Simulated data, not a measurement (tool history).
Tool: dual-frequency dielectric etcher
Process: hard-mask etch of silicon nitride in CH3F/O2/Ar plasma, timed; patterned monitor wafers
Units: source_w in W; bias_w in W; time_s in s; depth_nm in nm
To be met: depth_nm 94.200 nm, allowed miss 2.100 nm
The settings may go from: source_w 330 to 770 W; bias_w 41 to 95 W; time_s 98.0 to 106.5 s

run,hour,source_w,bias_w,time_s,depth_nm
1,0.0,550,68,106.5,84.252
2,8.6,590,69,106.5,87.581
3,17.4,510,69,106.5,82.293
4,22.1,550,70,106.5,86.168
5,28.4,610,70,106.5,88.825
6,32.8,610,70,98.0,82.366
7,34.3,640,73,98.5,85.801
8,38.1,670,75,99.0,87.720
9,43.1,690,77,99.5,90.815
10,48.1,700,78,99.5,92.478

Which of these 4 next moves meets every target?
A,53.1,650,70,103.0,?
B,53.1,750,62,100.0,?
C,53.1,660,86,98.0,?
D,53.1,710,81,101.5,?

move,depth_nm
A,89.160
B,88.884
C,90.902
D,95.312
A: further off than the last run
B: further off than the last run
C: further off than the last run
D: meets every target
The right move is D.

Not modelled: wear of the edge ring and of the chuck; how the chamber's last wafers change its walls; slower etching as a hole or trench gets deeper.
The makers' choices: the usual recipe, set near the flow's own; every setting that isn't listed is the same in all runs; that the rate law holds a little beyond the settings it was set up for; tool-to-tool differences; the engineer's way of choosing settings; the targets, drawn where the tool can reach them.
